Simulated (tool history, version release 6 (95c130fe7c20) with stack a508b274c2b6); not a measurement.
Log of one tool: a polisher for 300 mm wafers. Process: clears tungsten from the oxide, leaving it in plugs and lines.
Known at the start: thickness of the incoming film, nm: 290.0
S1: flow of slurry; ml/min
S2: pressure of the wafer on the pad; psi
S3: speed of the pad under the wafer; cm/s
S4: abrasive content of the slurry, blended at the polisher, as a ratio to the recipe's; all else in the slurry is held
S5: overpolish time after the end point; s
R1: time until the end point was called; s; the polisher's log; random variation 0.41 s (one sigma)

run	hour	S1	S2	S3	S4	S5	R1
1	0	165	4.9	124	1	5	36.099
2	5.3	165	4.9	140	1	5	32.756
3	6.2	165	5	140	1	5	31.683
4	12.2	165	5.1	140	1	5	31.544
5	15.8	165	5.2	140	1	5	30.693
6	20	165	4.6	140	1	5	34.6

The next listed run, before its measurement:
7	23.5	165	4.8	140	1	5	?

R1: 32.981 s
